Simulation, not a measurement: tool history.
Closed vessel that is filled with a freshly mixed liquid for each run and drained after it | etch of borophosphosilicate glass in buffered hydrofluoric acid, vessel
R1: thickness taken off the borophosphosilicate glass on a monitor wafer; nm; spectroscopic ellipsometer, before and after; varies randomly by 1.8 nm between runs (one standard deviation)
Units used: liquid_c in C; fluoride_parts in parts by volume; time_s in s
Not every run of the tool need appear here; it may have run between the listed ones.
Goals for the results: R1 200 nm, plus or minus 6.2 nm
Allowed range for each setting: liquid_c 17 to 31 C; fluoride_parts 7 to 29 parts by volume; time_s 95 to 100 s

{"run": 1, "hour": 0.0, "liquid_c": 23, "fluoride_parts": 18, "time_s": 95, "R1": 133.71}
{"run": 2, "hour": 0.9, "liquid_c": 25.5, "fluoride_parts": 18, "time_s": 95, "R1": 153.72}
{"run": 3, "hour": 1.9, "liquid_c": 22.5, "fluoride_parts": 18, "time_s": 95, "R1": 129.29}
{"run": 4, "hour": 3.6, "liquid_c": 23.5, "fluoride_parts": 18, "time_s": 95, "R1": 138.51}
{"run": 5, "hour": 8.7, "liquid_c": 24.5, "fluoride_parts": 18, "time_s": 95, "R1": 145.9}
{"run": 6, "hour": 15.5, "liquid_c": 25, "fluoride_parts": 18, "time_s": 95, "R1": 148.12}
{"run": 7, "hour": 22.1, "liquid_c": 25.5, "fluoride_parts": 18, "time_s": 95, "R1": 152.76}
{"run": 8, "hour": 24.6, "liquid_c": 26, "fluoride_parts": 18, "time_s": 95, "R1": 158.68}

Pick the move, out of 4, that brings all results within their allowed miss; only one does.
{"run": "A", "hour": 27.1, "liquid_c": 28, "fluoride_parts": 22, "time_s": 95, "R1": "?"}
{"run": "B", "hour": 27.1, "liquid_c": 27, "fluoride_parts": 17.5, "time_s": 100, "R1": "?"}
{"run": "C", "hour": 27.1, "liquid_c": 27, "fluoride_parts": 15.5, "time_s": 100, "R1": "?"}
{"run": "D", "hour": 27.1, "liquid_c": 27.5, "fluoride_parts": 17.5, "time_s": 100, "R1": "?"}

move=A R1=146.37
move=B R1=178.03
move=C R1=200.64
move=D R1=182.77
A: its largest miss is bigger than the last run's
B: nearer the targets than the last run, but a result is still out of spec
C: in spec on every target
D: nearer the targets than the last run, but a result is still out of spec
Answer: C

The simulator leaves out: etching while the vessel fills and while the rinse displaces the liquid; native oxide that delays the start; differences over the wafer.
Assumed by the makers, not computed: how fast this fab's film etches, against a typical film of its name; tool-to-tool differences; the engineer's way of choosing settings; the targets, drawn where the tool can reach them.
